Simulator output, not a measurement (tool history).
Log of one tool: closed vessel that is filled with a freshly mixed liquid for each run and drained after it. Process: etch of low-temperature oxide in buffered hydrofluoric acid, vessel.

run	hour	temperature setpoint of the liquid (K)	parts of 40 % ammonium fluoride to one part of 49 % hydrofluoric acid (parts by volume)	time in the liquid (s)	thickness taken off the low-temperature oxide on a monitor wafer (nm)
1	0	298.15	9	35	178.28
2	1.8	296.65	9	35	163.57
3	3	296.65	9	35	165.61
4	4	296.65	10	35	153.6
5	11.2	295.65	10	35	144.54
6	12.5	295.65	7.5	35	188.38
7	19.8	294.65	8	35	167.6
8	20.7	293.65	8.5	35	146.47
9	25.8	293.15	8.5	35	143.14
10	31.5	293.15	8.5	35	142.08

Run 11 comes next. What will it give?
11	40.2	292.65	8.5	35	?

Run 11 gave thickness taken off the low-temperature oxide on a monitor wafer (nm) 139.95.

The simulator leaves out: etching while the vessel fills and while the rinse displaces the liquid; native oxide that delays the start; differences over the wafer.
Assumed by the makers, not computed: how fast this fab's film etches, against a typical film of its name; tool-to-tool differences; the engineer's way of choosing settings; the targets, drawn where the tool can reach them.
